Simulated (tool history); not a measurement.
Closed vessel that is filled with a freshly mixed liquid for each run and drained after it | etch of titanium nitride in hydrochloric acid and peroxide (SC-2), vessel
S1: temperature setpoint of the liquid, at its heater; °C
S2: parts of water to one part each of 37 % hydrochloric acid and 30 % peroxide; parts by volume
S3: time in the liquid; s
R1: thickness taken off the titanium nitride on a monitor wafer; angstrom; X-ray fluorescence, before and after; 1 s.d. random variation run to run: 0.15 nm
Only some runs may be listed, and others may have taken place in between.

run  hour    S1   S2   S3      R1
  1   0.0  62.0  7.5  320  196.13
  2   3.5  56.0  7.5  320  133.58
  3   5.9  59.0  7.5  320  162.78
  4   9.6  61.0  7.5  320  186.15
  5  14.4  61.0  9.5  320  151.62
  6  21.7  63.5  9.5  320  178.52
  7  27.7  65.0  9.5  320  197.82
  8  35.1  66.0  9.5  320  209.20
  9  41.4  67.0  9.5  320  221.04

Run 10 is up next; what results do you expect?
 10  49.1  67.5  9.5  320   ?

{"run 10": {"R1": 226.47}}

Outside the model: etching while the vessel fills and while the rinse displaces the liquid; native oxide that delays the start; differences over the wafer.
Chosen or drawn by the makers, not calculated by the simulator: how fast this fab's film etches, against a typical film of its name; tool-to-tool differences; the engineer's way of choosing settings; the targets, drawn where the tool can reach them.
